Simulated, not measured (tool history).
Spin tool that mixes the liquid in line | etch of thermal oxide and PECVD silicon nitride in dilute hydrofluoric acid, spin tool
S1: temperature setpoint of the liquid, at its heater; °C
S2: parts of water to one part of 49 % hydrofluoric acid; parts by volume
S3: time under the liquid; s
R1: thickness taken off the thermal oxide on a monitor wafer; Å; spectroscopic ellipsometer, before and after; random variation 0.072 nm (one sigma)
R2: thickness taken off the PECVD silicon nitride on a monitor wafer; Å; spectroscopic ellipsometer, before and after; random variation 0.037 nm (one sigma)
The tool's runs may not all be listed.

run 1 hour=0 | S1=25 S2=160 S3=180 | R1=50.062 R2=42.789
run 2 hour=5.5 | S1=25.5 S2=145 S3=175 | R1=55.339 R2=47.579
run 3 hour=13.1 | S1=25.5 S2=90 S3=175 | R1=96.279 R2=76.168
run 4 hour=20.6 | S1=25.5 S2=55 S3=175 | R1=162.49 R2=122.98
run 5 hour=29 | S1=25.5 S2=65 S3=180 | R1=141.45 R2=108.1
run 6 hour=36.9 | S1=23 S2=65 S3=180 | R1=126.33 R2=92.271
run 7 hour=39.8 | S1=23 S2=75 S3=185 | R1=111.66 R2=81.706
run 8 hour=44.6 | S1=23 S2=80 S3=190 | R1=105.63 R2=78.55
run 9 hour=49.5 | S1=23 S2=85 S3=195 | R1=102.14 R2=75.981
run 10 hour=51.3 | S1=23 S2=90 S3=200 | R1=98.31 R2=73.623
run 11 hour=57.8 | S1=23 S2=95 S3=205 | R1=96.472 R2=71.26
run 12 hour=59 | S1=23.5 S2=100 S3=205 | R1=92.514 R2=70.205
run 13 hour=60.1 | S1=24 S2=105 S3=205 | R1=88.812 R2=70.144
run 14 hour=67.3 | S1=24.5 S2=110 S3=215 | R1=89.217 R2=71.681

The next listed run, before its measurement:
run 15 hour=72.5 | S1=24.5 S2=115 S3=220 | R1=? R2=?

{"run 15": {"R1": 88.988, "R2": 70.43}}
